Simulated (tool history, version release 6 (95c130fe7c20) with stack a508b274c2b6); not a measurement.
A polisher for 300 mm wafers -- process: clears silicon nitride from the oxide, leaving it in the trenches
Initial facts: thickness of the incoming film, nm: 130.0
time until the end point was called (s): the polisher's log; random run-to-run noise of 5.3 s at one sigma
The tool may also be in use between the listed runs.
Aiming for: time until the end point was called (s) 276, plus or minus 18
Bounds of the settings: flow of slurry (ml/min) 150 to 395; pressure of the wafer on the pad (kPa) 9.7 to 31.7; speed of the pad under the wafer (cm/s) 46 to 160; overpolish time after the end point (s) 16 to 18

run    day  flow of slurry (ml/min)  pressure of the wafer on the pad (kPa)  speed of the pad under the wafer (cm/s)  overpolish time after the end point (s)  time until the end point was called (s)
  1      0                      250                                    20.7                                      102                                       16                                    132.5
  2  0.192                      250                                    20.7                                      102                                       16                                   141.74
  3  0.283                      250                                    19.3                                      100                                       16                                   148.03
  4  0.546                      250                                    17.9                                       98                                       16                                   158.69
  5    0.8                      250                                    17.9                                       98                                       16                                   161.11
  6  0.879                      250                                    21.4                                       98                                       16                                   137.51
  7  1.171                      250                                      20                                       94                                       16                                   149.76
  8  1.525                      250                                    18.6                                       92                                       16                                   175.95
  9  1.838                      250                                    17.9                                       92                                       16                                   171.63
 10  2.054                      250                                    17.2                                       90                                       16                                   183.89
 11  2.246                      250                                    16.5                                       90                                       16                                   196.32
 12    2.3                      250                                    15.9                                       90                                       16                                   191.91
 13   2.65                      250                                    15.2                                       88                                       16                                   212.41
 14  2.783                      250                                    10.3                                       86                                       16                                   317.04

5 candidate next runs follow, results not yet known. Just one meets every target within its allowed miss. Identify it.
  A  2.917                      265                                    13.8                                       90                                       18                                        ?
  B  2.917                      230                                    13.1                                       80                                       16                                        ?
  C  2.917                      320                                     9.7                                       70                                       18                                        ?
  D  2.917                      190                                    10.3                                       84                                       18                                        ?
  E  2.917                      225                                     9.7                                       72                                       16                                        ?

move  time until the end point was called (s)
   A                                    223.8
   B                                   267.78
   C                                   392.16
   D                                   328.59
   E                                   396.66
A: moves the result that the last run missed by most past its target, out the other side
B: hits every target within its allowed miss
C: further off than the last run
D: further off than the last run
E: further off than the last run
The move that meets every target is B.

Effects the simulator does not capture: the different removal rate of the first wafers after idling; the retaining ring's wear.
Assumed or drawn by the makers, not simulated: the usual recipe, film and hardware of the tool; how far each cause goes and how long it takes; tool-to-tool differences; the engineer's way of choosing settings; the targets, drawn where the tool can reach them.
